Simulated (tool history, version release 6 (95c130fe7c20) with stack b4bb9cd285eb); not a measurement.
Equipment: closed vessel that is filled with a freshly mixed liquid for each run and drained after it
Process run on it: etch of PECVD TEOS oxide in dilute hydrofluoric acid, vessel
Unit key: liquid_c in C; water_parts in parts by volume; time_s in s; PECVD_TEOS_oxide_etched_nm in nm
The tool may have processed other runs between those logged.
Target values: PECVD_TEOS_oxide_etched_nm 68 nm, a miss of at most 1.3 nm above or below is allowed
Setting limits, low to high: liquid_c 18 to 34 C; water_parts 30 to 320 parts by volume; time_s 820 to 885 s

Run 1, hour 0: liquid_c 26 C, water_parts 175 parts by volume, time_s 820 s. Result: PECVD_TEOS_oxide_etched_nm 79.331 nm.
Run 2, hour 1.6: liquid_c 26 C, water_parts 230 parts by volume, time_s 820 s. Result: PECVD_TEOS_oxide_etched_nm 56.03 nm.
Run 3, hour 4.8: liquid_c 26 C, water_parts 230 parts by volume, time_s 820 s. Result: PECVD_TEOS_oxide_etched_nm 56.328 nm.
Run 4, hour 6.6: liquid_c 26 C, water_parts 230 parts by volume, time_s 820 s. Result: PECVD_TEOS_oxide_etched_nm 56.062 nm.
Run 5, hour 8.5: liquid_c 27.5 C, water_parts 230 parts by volume, time_s 820 s. Result: PECVD_TEOS_oxide_etched_nm 59.319 nm.
Run 6, hour 17.2: liquid_c 28.5 C, water_parts 230 parts by volume, time_s 820 s. Result: PECVD_TEOS_oxide_etched_nm 61.306 nm.
Run 7, hour 19.6: liquid_c 29.5 C, water_parts 230 parts by volume, time_s 820 s. Result: PECVD_TEOS_oxide_etched_nm 63.272 nm.
Run 8, hour 26.1: liquid_c 30 C, water_parts 230 parts by volume, time_s 820 s. Result: PECVD_TEOS_oxide_etched_nm 64.613 nm.
At hour 32: thermometer replaced.
Run 9, hour 32: liquid_c 30.5 C, water_parts 230 parts by volume, time_s 820 s. Result: PECVD_TEOS_oxide_etched_nm 62.326 nm.
Run 10, hour 41: liquid_c 31.5 C, water_parts 230 parts by volume, time_s 820 s. Result: PECVD_TEOS_oxide_etched_nm 64.006 nm.
Run 11, hour 46.2: liquid_c 32 C, water_parts 230 parts by volume, time_s 820 s. Result: PECVD_TEOS_oxide_etched_nm 65.043 nm.
Run 12, hour 50.4: liquid_c 32.5 C, water_parts 230 parts by volume, time_s 820 s. Result: PECVD_TEOS_oxide_etched_nm 66.656 nm.

Exactly one of the 4 candidate moves below puts every result within its allowed miss. Which one?
Run A, hour 54.6: liquid_c 31.5 C, water_parts 235 parts by volume, time_s 885 s. Result: PECVD_TEOS_oxide_etched_nm ?.
Run B, hour 54.6: liquid_c 30 C, water_parts 235 parts by volume, time_s 885 s. Result: PECVD_TEOS_oxide_etched_nm ?.
Run C, hour 54.6: liquid_c 32.5 C, water_parts 240 parts by volume, time_s 850 s. Result: PECVD_TEOS_oxide_etched_nm ?.
Run D, hour 54.6: liquid_c 34 C, water_parts 255 parts by volume, time_s 870 s. Result: PECVD_TEOS_oxide_etched_nm ?.

move  PECVD_TEOS_oxide_etched_nm
   A                      67.565
   B                      64.265
   C                      65.261
   D                      64.753
A: hits every target within its allowed miss
B: misses by more than the last run did
C: misses by more than the last run did
D: misses by more than the last run did
Move A is the one to make.
